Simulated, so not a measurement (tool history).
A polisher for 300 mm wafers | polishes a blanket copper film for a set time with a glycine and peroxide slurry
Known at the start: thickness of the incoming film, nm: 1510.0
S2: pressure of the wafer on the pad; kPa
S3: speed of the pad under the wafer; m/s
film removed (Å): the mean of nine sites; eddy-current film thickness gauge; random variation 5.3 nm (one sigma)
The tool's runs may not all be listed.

run 1 day=0.000 | flow_of_slurry_(ml/min)=165 S2=23.4 S3=1.08 polishing_time_(s)=50 | film_removed_(Å)=3914.6
run 2 day=0.108 | flow_of_slurry_(ml/min)=170 S2=25.5 S3=1.08 polishing_time_(s)=50 | film_removed_(Å)=4333.5
run 3 day=0.417 | flow_of_slurry_(ml/min)=175 S2=26.9 S3=1.08 polishing_time_(s)=50 | film_removed_(Å)=4557.2
run 4 day=0.488 | flow_of_slurry_(ml/min)=180 S2=28.3 S3=1.08 polishing_time_(s)=50 | film_removed_(Å)=4772.6
run 5 day=0.671 | flow_of_slurry_(ml/min)=180 S2=28.3 S3=1.30 polishing_time_(s)=50 | film_removed_(Å)=5503.3
run 6 day=0.817 | flow_of_slurry_(ml/min)=180 S2=28.3 S3=1.30 polishing_time_(s)=50 | film_removed_(Å)=5589.5

Run 7 comes next. What will it give?
run 7 day=0.954 | flow_of_slurry_(ml/min)=185 S2=29.0 S3=1.30 polishing_time_(s)=50 | film_removed_(Å)=?

film removed (Å): 5710.2

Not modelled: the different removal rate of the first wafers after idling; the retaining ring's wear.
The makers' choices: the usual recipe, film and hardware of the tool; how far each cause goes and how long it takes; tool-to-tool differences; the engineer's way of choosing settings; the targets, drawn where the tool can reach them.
